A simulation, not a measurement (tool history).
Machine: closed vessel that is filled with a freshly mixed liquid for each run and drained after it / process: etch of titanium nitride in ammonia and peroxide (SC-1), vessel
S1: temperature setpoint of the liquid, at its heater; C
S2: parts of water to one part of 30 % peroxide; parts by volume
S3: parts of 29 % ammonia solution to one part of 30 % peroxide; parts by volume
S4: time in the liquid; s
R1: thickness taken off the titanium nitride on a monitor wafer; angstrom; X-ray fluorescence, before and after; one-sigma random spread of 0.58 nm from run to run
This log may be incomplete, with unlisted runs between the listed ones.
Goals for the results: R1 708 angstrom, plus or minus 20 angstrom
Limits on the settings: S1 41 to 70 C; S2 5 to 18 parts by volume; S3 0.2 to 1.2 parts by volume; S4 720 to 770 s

Run 1, day 0: S1 57 C, S2 10 parts by volume, S3 0.75 parts by volume, S4 720 s. Result: R1 1003.5 angstrom.
Run 2, day 0.133: S1 56 C, S2 10 parts by volume, S3 0.75 parts by volume, S4 720 s. Result: R1 931.82 angstrom.
Run 3, day 0.446: S1 60 C, S2 10 parts by volume, S3 0.75 parts by volume, S4 720 s. Result: R1 1200.8 angstrom.
Run 4, day 0.542: S1 60 C, S2 10 parts by volume, S3 0.45 parts by volume, S4 720 s. Result: R1 1130.9 angstrom.
Run 5, day 0.808: S1 60 C, S2 11.5 parts by volume, S3 0.45 parts by volume, S4 720 s. Result: R1 1051.3 angstrom.
Run 6, day 0.917: S1 59 C, S2 11.5 parts by volume, S3 0.45 parts by volume, S4 720 s. Result: R1 964.01 angstrom.
Run 7, day 1.275: S1 58 C, S2 11.5 parts by volume, S3 0.45 parts by volume, S4 720 s. Result: R1 912.69 angstrom.
Run 8, day 1.346: S1 57 C, S2 11.5 parts by volume, S3 0.45 parts by volume, S4 720 s. Result: R1 849.66 angstrom.
Run 9, day 1.517: S1 56.5 C, S2 11.5 parts by volume, S3 0.45 parts by volume, S4 720 s. Result: R1 821.85 angstrom.
Run 10, day 1.733: S1 56 C, S2 11.5 parts by volume, S3 0.45 parts by volume, S4 720 s. Result: R1 802.92 angstrom.
Run 11, day 1.8: S1 55.5 C, S2 11.5 parts by volume, S3 0.45 parts by volume, S4 720 s. Result: R1 773.14 angstrom.
Run 12, day 2.125: S1 55 C, S2 11.5 parts by volume, S3 0.45 parts by volume, S4 720 s. Result: R1 743.17 angstrom.

5 next moves are on the table. One of them brings every result within its allowed miss. Which?
Run A, day 2.45: S1 55 C, S2 11.5 parts by volume, S3 0.5 parts by volume, S4 770 s. Result: R1 ?.
Run B, day 2.45: S1 57.5 C, S2 13 parts by volume, S3 0.2 parts by volume, S4 770 s. Result: R1 ?.
Run C, day 2.45: S1 55.5 C, S2 12 parts by volume, S3 0.45 parts by volume, S4 725 s. Result: R1 ?.
Run D, day 2.45: S1 54 C, S2 11 parts by volume, S3 0.45 parts by volume, S4 720 s. Result: R1 ?.
Run E, day 2.45: S1 53 C, S2 8.5 parts by volume, S3 0.5 parts by volume, S4 730 s. Result: R1 ?.

move      R1
   A  811.45
   B  757.66
   C  758.12
   D  712.49
   E  785.98
A: misses by more than the last run did
B: misses by more than the last run did
C: misses by more than the last run did
D: hits every target within its allowed miss
E: misses by more than the last run did
The move that meets every target is D.
